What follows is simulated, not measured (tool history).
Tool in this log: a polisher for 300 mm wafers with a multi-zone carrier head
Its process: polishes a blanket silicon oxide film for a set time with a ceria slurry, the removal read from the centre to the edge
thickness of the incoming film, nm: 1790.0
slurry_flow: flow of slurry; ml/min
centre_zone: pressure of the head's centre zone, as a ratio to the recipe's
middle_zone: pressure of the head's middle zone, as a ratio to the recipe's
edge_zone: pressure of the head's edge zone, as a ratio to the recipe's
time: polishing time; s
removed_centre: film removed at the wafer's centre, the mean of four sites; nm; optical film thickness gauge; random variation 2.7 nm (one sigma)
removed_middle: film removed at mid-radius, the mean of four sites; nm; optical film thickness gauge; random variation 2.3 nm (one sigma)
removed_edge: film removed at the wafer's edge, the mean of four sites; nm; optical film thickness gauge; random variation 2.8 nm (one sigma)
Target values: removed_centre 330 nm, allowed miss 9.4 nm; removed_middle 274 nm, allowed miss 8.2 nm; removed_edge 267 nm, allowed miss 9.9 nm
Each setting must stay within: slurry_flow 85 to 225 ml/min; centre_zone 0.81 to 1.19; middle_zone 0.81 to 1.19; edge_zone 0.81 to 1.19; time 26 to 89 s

run 1 hour=0 | slurry_flow=145 centre_zone=1 middle_zone=1 edge_zone=1 time=57 | removed_centre=350.92 removed_middle=358.33 removed_edge=345.41
run 2 hour=6.2 | slurry_flow=145 centre_zone=1.07 middle_zone=1 edge_zone=1 time=57 | removed_centre=375.76 removed_middle=354.88 removed_edge=349.95
run 3 hour=13 | slurry_flow=145 centre_zone=1.07 middle_zone=1.06 edge_zone=1 time=57 | removed_centre=374.15 removed_middle=380.36 removed_edge=351.72
run 4 hour=14 | slurry_flow=145 centre_zone=1.07 middle_zone=1.06 edge_zone=0.96 time=57 | removed_centre=380.15 removed_middle=377.72 removed_edge=344.31
run 5 hour=14.9 | slurry_flow=140 centre_zone=1.07 middle_zone=1.02 edge_zone=0.92 time=54 | removed_centre=349.96 removed_middle=337.2 removed_edge=317.44
run 6 hour=16.5 | slurry_flow=135 centre_zone=1.1 middle_zone=1.01 edge_zone=0.89 time=52 | removed_centre=340.6 removed_middle=326.66 removed_edge=297.95
run 7 hour=25.2 | slurry_flow=125 centre_zone=1.12 middle_zone=0.97 edge_zone=0.87 time=52 | removed_centre=338.79 removed_middle=304.11 removed_edge=291.68
run 8 hour=33.3 | slurry_flow=95 centre_zone=1.18 middle_zone=0.95 edge_zone=0.81 time=50 | removed_centre=312.75 removed_middle=264.98 removed_edge=259.08

4 next moves are on the table. One of them brings every result within its allowed miss. Which?
run A hour=41.4 | slurry_flow=100 centre_zone=1.19 middle_zone=0.87 edge_zone=0.81 time=51 | removed_centre=? removed_middle=? removed_edge=?
run B hour=41.4 | slurry_flow=110 centre_zone=1.16 middle_zone=0.91 edge_zone=0.81 time=50 | removed_centre=? removed_middle=? removed_edge=?
run C hour=41.4 | slurry_flow=110 centre_zone=1.08 middle_zone=0.93 edge_zone=0.81 time=48 | removed_centre=? removed_middle=? removed_edge=?
run D hour=41.4 | slurry_flow=85 centre_zone=1.13 middle_zone=0.9 edge_zone=0.89 time=54 | removed_centre=? removed_middle=? removed_edge=?

move=A removed_centre=329.76 removed_middle=258.25 removed_edge=261.28
move=B removed_centre=326.4 removed_middle=270.88 removed_edge=261.33
move=C removed_centre=291.63 removed_middle=264.9 removed_edge=250.81
move=D removed_centre=308.87 removed_middle=264.72 removed_edge=277.14
A: corrects the largest miss of the last run, while another result sits out of spec
B: every result lands within tolerance
C: its largest miss is bigger than the last run's
D: its largest miss is bigger than the last run's
Correct choice: B, which meets every target
